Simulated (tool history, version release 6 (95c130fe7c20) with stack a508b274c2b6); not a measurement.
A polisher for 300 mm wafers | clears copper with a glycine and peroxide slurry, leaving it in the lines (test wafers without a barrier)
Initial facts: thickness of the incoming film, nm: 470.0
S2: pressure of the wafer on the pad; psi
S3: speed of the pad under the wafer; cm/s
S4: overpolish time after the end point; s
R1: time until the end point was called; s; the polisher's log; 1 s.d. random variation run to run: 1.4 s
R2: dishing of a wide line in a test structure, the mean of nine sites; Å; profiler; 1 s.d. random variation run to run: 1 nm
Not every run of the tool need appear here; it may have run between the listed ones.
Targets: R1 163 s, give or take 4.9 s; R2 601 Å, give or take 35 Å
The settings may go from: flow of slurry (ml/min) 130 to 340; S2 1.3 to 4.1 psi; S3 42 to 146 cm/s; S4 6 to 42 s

run 1 hour=0 | flow_of_slurry_(ml/min)=220 S2=2.7 S3=94 S4=21 | R1=118.72 R2=619.75
run 2 hour=6.2 | flow_of_slurry_(ml/min)=220 S2=3.2 S3=94 S4=21 | R1=107.41 R2=695.15
run 3 hour=14.2 | flow_of_slurry_(ml/min)=215 S2=2.9 S3=92 S4=22 | R1=115.41 R2=641.78
run 4 hour=20.7 | flow_of_slurry_(ml/min)=215 S2=2.6 S3=92 S4=24 | R1=122.96 R2=672.62
run 5 hour=23.4 | flow_of_slurry_(ml/min)=215 S2=2.6 S3=84 S4=24 | R1=130.43 R2=624.42
run 6 hour=32.2 | flow_of_slurry_(ml/min)=215 S2=2.6 S3=84 S4=21 | R1=130.78 R2=584.19
run 7 hour=37.1 | flow_of_slurry_(ml/min)=215 S2=2.4 S3=84 S4=22 | R1=135.08 R2=567.46
run 8 hour=37.8 | flow_of_slurry_(ml/min)=195 S2=1.7 S3=78 S4=31 | R1=170.27 R2=628.86

Which of these 5 next moves meets every target?
run A hour=38.5 | flow_of_slurry_(ml/min)=175 S2=1.7 S3=86 S4=29 | R1=? R2=?
run B hour=38.5 | flow_of_slurry_(ml/min)=200 S2=2 S3=80 S4=26 | R1=? R2=?
run C hour=38.5 | flow_of_slurry_(ml/min)=195 S2=1.5 S3=80 S4=32 | R1=? R2=?
run D hour=38.5 | flow_of_slurry_(ml/min)=210 S2=1.9 S3=82 S4=32 | R1=? R2=?
run E hour=38.5 | flow_of_slurry_(ml/min)=145 S2=1.5 S3=86 S4=34 | R1=? R2=?

move=A R1=162.18 R2=612.06
move=B R1=153.72 R2=588.57
move=C R1=175.79 R2=620.37
move=D R1=154.35 R2=692.96
move=E R1=176.78 R2=646.84
A: all results in spec
B: carries the result that was furthest off beyond its target, to the other side
C: moves away from the targets compared with the last run
D: carries the result that was furthest off beyond its target, to the other side
E: moves away from the targets compared with the last run
So the answer is move A, the one that meets all the targets.

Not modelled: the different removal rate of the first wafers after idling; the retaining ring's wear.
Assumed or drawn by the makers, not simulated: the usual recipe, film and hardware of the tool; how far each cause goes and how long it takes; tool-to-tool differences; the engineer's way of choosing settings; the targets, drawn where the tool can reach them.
